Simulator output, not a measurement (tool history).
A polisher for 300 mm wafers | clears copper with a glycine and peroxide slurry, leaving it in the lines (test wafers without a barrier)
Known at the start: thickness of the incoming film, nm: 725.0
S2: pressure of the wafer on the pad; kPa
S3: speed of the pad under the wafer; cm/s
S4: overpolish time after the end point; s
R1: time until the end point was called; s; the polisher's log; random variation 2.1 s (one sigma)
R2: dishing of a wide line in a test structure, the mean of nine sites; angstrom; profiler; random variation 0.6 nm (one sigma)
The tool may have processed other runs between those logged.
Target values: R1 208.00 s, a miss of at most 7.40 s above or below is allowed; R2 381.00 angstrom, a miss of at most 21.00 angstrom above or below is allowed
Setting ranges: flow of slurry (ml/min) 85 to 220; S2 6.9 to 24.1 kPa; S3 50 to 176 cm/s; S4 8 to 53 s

{"run": 1, "hour": 0.0, "flow of slurry (ml/min)": 140, "S2": 15.2, "S3": 112, "S4": 27, "R1": 119.92, "R2": 954.43}
{"run": 2, "hour": 4.6, "flow of slurry (ml/min)": 140, "S2": 14.5, "S3": 110, "S4": 25, "R1": 123.57, "R2": 846.09}
{"run": 3, "hour": 9.4, "flow of slurry (ml/min)": 140, "S2": 13.8, "S3": 106, "S4": 24, "R1": 130.05, "R2": 760.95}
{"run": 4, "hour": 15.1, "flow of slurry (ml/min)": 140, "S2": 13.8, "S3": 134, "S4": 24, "R1": 107.97, "R2": 882.38}
{"run": 5, "hour": 23.9, "flow of slurry (ml/min)": 155, "S2": 13.8, "S3": 134, "S4": 24, "R1": 106.88, "R2": 900.05}
{"run": 6, "hour": 26.2, "flow of slurry (ml/min)": 155, "S2": 13.1, "S3": 128, "S4": 23, "R1": 115.29, "R2": 821.21}
{"run": 7, "hour": 29.4, "flow of slurry (ml/min)": 155, "S2": 12.4, "S3": 122, "S4": 22, "R1": 124.52, "R2": 758.54}
{"run": 8, "hour": 35.0, "flow of slurry (ml/min)": 155, "S2": 11.7, "S3": 118, "S4": 21, "R1": 136.79, "R2": 687.46}
{"run": 9, "hour": 44.0, "flow of slurry (ml/min)": 155, "S2": 11.0, "S3": 116, "S4": 20, "R1": 146.88, "R2": 629.45}
{"run": 10, "hour": 47.7, "flow of slurry (ml/min)": 155, "S2": 10.3, "S3": 116, "S4": 19, "R1": 152.08, "R2": 594.14}
{"run": 11, "hour": 52.8, "flow of slurry (ml/min)": 155, "S2": 9.7, "S3": 114, "S4": 18, "R1": 158.26, "R2": 525.43}
{"run": 12, "hour": 58.1, "flow of slurry (ml/min)": 150, "S2": 9.0, "S3": 112, "S4": 18, "R1": 172.59, "R2": 496.0}
{"run": 13, "hour": 59.3, "flow of slurry (ml/min)": 110, "S2": 6.9, "S3": 112, "S4": 12, "R1": 221.51, "R2": 277.06}
{"run": 14, "hour": 66.5, "flow of slurry (ml/min)": 115, "S2": 6.9, "S3": 112, "S4": 13, "R1": 215.21, "R2": 303.39}
{"run": 15, "hour": 67.8, "flow of slurry (ml/min)": 120, "S2": 6.9, "S3": 112, "S4": 13, "R1": 213.28, "R2": 299.34}
{"run": 16, "hour": 71.3, "flow of slurry (ml/min)": 115, "S2": 7.6, "S3": 110, "S4": 23, "R1": 209.41, "R2": 522.41}
{"run": 17, "hour": 77.3, "flow of slurry (ml/min)": 115, "S2": 7.6, "S3": 110, "S4": 23, "R1": 204.33, "R2": 510.23}
{"run": 18, "hour": 82.7, "flow of slurry (ml/min)": 115, "S2": 7.6, "S3": 110, "S4": 22, "R1": 207.49, "R2": 483.6}
{"run": 19, "hour": 88.4, "flow of slurry (ml/min)": 115, "S2": 7.6, "S3": 110, "S4": 21, "R1": 206.93, "R2": 476.92}
{"run": 20, "hour": 96.7, "flow of slurry (ml/min)": 105, "S2": 7.6, "S3": 110, "S4": 19, "R1": 209.55, "R2": 433.18}

Below are 5 possible settings for the next run. Only one of them brings all results inside the allowed miss of their targets. Which is it?
{"run": "A", "hour": 105.0, "flow of slurry (ml/min)": 85, "S2": 6.9, "S3": 120, "S4": 18, "R1": "?", "R2": "?"}
{"run": "B", "hour": 105.0, "flow of slurry (ml/min)": 90, "S2": 8.3, "S3": 122, "S4": 15, "R1": "?", "R2": "?"}
{"run": "C", "hour": 105.0, "flow of slurry (ml/min)": 120, "S2": 7.6, "S3": 122, "S4": 17, "R1": "?", "R2": "?"}
{"run": "D", "hour": 105.0, "flow of slurry (ml/min)": 130, "S2": 8.3, "S3": 96, "S4": 16, "R1": "?", "R2": "?"}
{"run": "E", "hour": 105.0, "flow of slurry (ml/min)": 95, "S2": 8.3, "S3": 118, "S4": 15, "R1": "?", "R2": "?"}

move=A R1=225.52 R2=383.75
move=B R1=193.05 R2=376.89
move=C R1=189.06 R2=425.98
move=D R1=206.07 R2=379.84
move=E R1=194.26 R2=375.27
A: puts the biggest miss on target and leaves a different result outside tolerance
B: puts the biggest miss on target and leaves a different result outside tolerance
C: roughly where the last run was
D: in spec on every target
E: puts the biggest miss on target and leaves a different result outside tolerance
D is the move that brings every result within its allowed miss.

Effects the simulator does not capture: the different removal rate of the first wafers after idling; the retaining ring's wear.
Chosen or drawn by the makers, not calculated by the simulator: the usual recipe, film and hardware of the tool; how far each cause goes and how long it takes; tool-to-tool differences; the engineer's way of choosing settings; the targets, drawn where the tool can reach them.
